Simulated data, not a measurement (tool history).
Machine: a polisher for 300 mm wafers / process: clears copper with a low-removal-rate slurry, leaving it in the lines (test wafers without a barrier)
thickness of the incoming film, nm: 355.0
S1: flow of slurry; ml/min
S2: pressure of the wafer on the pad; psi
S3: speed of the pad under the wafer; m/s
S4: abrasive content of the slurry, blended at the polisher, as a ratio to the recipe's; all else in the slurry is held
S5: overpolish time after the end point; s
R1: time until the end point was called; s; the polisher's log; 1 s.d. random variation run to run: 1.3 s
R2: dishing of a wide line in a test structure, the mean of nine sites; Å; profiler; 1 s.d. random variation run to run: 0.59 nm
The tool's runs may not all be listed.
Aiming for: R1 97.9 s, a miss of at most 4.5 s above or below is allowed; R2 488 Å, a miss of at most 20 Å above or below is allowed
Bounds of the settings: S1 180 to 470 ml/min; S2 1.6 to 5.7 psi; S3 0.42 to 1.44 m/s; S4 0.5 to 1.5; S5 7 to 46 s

run  hour   S1   S2    S3  S4  S5      R1      R2
  1     0  300  3.6  0.92   1  24  135.11  476.94
  2   5.4  300  3.9  0.92   1  22  128.43  458.72
  3  11.8  300  4.3  0.92   1  21  120.18  475.87
  4  19.9  300  4.6  0.92   1  20  114.21  482.58
  5  23.8  300  4.8  0.92   1  19   111.2  472.23
  6  30.5  300  4.8  0.92   1  28  109.12  642.01
  7  35.2  300    5  0.92   1  24  104.19  576.12
  8  42.6  300  5.1  0.92   1  22  105.85  558.23
  9  51.4  300  5.2  0.92   1  20  103.32  527.18

Which single option among these 4 for the next run brings every result within its allowed miss of target? Just one does.
  A  60.2  300  5.4  0.94  1.05  20   ?   ?
  B  60.2  400  5.2     1   0.9  20   ?   ?
  C  60.2  260  5.5   0.9   0.9  22   ?   ?
  D  60.2  245  5.2     1  1.05  18   ?   ?

move      R1      R2
   A  95.313  541.59
   B  94.615  543.73
   C  101.17  557.84
   D  95.157  496.81
A: further off than the last run
B: further off than the last run
C: further off than the last run
D: all results land within tolerance of their targets
D meets every target.
